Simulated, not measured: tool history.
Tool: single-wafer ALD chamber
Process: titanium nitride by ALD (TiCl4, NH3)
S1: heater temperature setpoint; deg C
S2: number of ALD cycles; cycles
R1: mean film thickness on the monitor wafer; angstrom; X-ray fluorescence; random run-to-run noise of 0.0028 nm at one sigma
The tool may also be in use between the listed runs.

Run 1, hour 0.0: S1 380 deg C, S2 30 cycles, NH3 pulse time (s) 1.82. Result: R1 6.5625 angstrom.
Run 2, hour 7.1: S1 389 deg C, S2 30 cycles, NH3 pulse time (s) 1.82. Result: R1 6.6524 angstrom.
Run 3, hour 13.5: S1 386 deg C, S2 29 cycles, NH3 pulse time (s) 1.67. Result: R1 6.3855 angstrom.
Run 4, hour 17.9: S1 385 deg C, S2 29 cycles, NH3 pulse time (s) 1.63. Result: R1 6.3367 angstrom.
Run 5, hour 25.8: S1 384 deg C, S2 29 cycles, NH3 pulse time (s) 1.63. Result: R1 6.3834 angstrom.
Run 6, hour 29.9: S1 384 deg C, S2 30 cycles, NH3 pulse time (s) 1.63. Result: R1 6.5114 angstrom.
Run 7, hour 36.1: S1 383 deg C, S2 29 cycles, NH3 pulse time (s) 1.61. Result: R1 6.3055 angstrom.

What does the tool deliver on the next run?
Run 8, hour 41.3: S1 382 deg C, S2 29 cycles, NH3 pulse time (s) 1.61. Result: R1 ?.

R1: 6.3003 angstrom
